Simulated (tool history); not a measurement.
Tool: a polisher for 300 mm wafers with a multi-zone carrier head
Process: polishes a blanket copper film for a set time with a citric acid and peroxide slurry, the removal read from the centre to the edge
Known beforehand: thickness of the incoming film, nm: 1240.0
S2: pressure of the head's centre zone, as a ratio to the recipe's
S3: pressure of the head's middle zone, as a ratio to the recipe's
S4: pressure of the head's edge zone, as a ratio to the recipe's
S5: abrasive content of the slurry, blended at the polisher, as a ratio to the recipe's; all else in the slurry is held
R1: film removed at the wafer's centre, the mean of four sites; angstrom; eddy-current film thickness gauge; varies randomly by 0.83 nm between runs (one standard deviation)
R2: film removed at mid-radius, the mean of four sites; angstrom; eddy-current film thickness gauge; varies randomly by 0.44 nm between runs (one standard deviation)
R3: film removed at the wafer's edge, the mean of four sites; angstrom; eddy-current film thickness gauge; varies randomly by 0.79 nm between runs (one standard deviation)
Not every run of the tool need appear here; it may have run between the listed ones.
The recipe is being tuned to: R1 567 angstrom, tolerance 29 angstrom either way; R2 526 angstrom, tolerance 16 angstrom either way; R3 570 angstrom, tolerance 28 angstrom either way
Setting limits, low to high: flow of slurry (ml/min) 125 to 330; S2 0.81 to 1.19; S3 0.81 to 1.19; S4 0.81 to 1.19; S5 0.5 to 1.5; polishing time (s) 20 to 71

run 1 hour=0 | flow_of_slurry_(ml/min)=210 S2=1 S3=1 S4=1 S5=1 polishing_time_(s)=45 | R1=779.05 R2=754.54 R3=748.21
run 2 hour=4 | flow_of_slurry_(ml/min)=210 S2=1 S3=1 S4=1 S5=1 polishing_time_(s)=34 | R1=573.74 R2=568.57 R3=573.32
run 3 hour=10.8 | flow_of_slurry_(ml/min)=210 S2=1 S3=1 S4=1 S5=0.85 polishing_time_(s)=34 | R1=556.33 R2=557.52 R3=553.85
run 4 hour=18 | flow_of_slurry_(ml/min)=210 S2=1 S3=1 S4=1 S5=0.85 polishing_time_(s)=45 | R1=754.23 R2=727.53 R3=724.97
run 5 hour=26.8 | flow_of_slurry_(ml/min)=200 S2=0.98 S3=0.96 S4=0.97 S5=0.75 polishing_time_(s)=44 | R1=696.48 R2=689.57 R3=689.47
run 6 hour=27.3 | flow_of_slurry_(ml/min)=200 S2=0.98 S3=0.96 S4=1.04 S5=0.75 polishing_time_(s)=44 | R1=691.92 R2=691.37 R3=712.37
run 7 hour=33.2 | flow_of_slurry_(ml/min)=200 S2=0.98 S3=0.96 S4=1.04 S5=0.75 polishing_time_(s)=44 | R1=692.75 R2=679.39 R3=723.52
run 8 hour=41 | flow_of_slurry_(ml/min)=195 S2=0.99 S3=0.93 S4=1.02 S5=0.65 polishing_time_(s)=42 | R1=664.06 R2=628.02 R3=668.76
run 9 hour=44.8 | flow_of_slurry_(ml/min)=190 S2=0.98 S3=0.91 S4=1 S5=0.6 polishing_time_(s)=41 | R1=614.81 R2=602.35 R3=620.94

Exercise: of the 5 proposed moves below, exactly one satisfies all targets within the stated allowed misses. Which move is it?
run A hour=48.6 | flow_of_slurry_(ml/min)=200 S2=1.01 S3=0.85 S4=0.99 S5=0.5 polishing_time_(s)=38 | R1=? R2=? R3=?
run B hour=48.6 | flow_of_slurry_(ml/min)=195 S2=1.11 S3=1.14 S4=0.81 S5=0.5 polishing_time_(s)=42 | R1=? R2=? R3=?
run C hour=48.6 | flow_of_slurry_(ml/min)=215 S2=1.16 S3=0.95 S4=0.83 S5=0.5 polishing_time_(s)=39 | R1=? R2=? R3=?
run D hour=48.6 | flow_of_slurry_(ml/min)=240 S2=0.81 S3=1.08 S4=0.83 S5=0.75 polishing_time_(s)=42 | R1=? R2=? R3=?
run E hour=48.6 | flow_of_slurry_(ml/min)=210 S2=0.89 S3=1.06 S4=0.82 S5=0.5 polishing_time_(s)=46 | R1=? R2=? R3=?

move=A R1=561.52 R2=525.42 R3=564.63
move=B R1=665.34 R2=679 R3=566.81
move=C R1=645.27 R2=575.09 R3=536.62
move=D R1=573.4 R2=713.69 R3=617.57
move=E R1=623.57 R2=719.3 R3=627.93
A: every result within its allowed miss
B: moves away from the targets compared with the last run
C: nearer than the last run, and not there yet
D: moves away from the targets compared with the last run
E: moves away from the targets compared with the last run
Answer: A
